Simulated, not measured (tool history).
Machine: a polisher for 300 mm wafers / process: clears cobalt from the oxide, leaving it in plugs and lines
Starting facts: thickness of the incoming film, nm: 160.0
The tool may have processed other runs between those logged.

run	day	flow of slurry (ml/min)	pressure of the wafer on the pad (kPa)	speed of the pad under the wafer (m/s)	overpolish time after the end point (s)	time until the end point was called (s)	dishing of a wide line in a test structure (Å)
1	0.000	225	8.3	0.98	26	69.785	441.98
2	0.183	185	8.3	0.98	26	68.931	444.75
3	0.433	185	8.3	1.10	26	62.765	475.01
4	0.471	185	8.3	1.10	22	61.263	434.37
5	0.779	185	8.3	1.10	30	61.825	516.11
6	1.012	185	8.3	1.10	39	61.418	581.38

Estimate the outcome of run 7 from the log above:
7	1.217	180	8.3	1.10	32	?	?

Logged for run 7: time until the end point was called (s) 61.672, dishing of a wide line in a test structure (Å) 533.41.

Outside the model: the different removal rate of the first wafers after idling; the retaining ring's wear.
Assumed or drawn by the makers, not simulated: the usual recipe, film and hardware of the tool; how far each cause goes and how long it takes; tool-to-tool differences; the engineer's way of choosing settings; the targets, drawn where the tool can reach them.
